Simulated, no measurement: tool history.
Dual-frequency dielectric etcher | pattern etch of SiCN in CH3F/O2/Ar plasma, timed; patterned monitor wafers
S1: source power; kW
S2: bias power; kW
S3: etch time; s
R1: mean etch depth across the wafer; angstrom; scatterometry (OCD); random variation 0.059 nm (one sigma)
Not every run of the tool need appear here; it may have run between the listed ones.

{"run": 1, "hour": 0.0, "S1": 0.5, "S2": 0.061, "S3": 33.5, "R1": 134.16}
{"run": 2, "hour": 3.6, "S1": 0.47, "S2": 0.057, "S3": 33, "R1": 124.58}
{"run": 3, "hour": 6.9, "S1": 0.39, "S2": 0.057, "S3": 33, "R1": 114.72}
{"run": 4, "hour": 10.9, "S1": 0.39, "S2": 0.057, "S3": 33.5, "R1": 117.17}
{"run": 5, "hour": 17.4, "S1": 0.39, "S2": 0.061, "S3": 33.5, "R1": 119.12}
{"run": 6, "hour": 22.5, "S1": 0.39, "S2": 0.052, "S3": 33.5, "R1": 114.67}
{"run": 7, "hour": 23.2, "S1": 0.38, "S2": 0.051, "S3": 33.5, "R1": 111.77}

Estimate the outcome of run 8 from the log above:
{"run": 8, "hour": 28.8, "S1": 0.31, "S2": 0.047, "S3": 33, "R1": "?"}

Run 8 gave R1 96.163 angstrom.
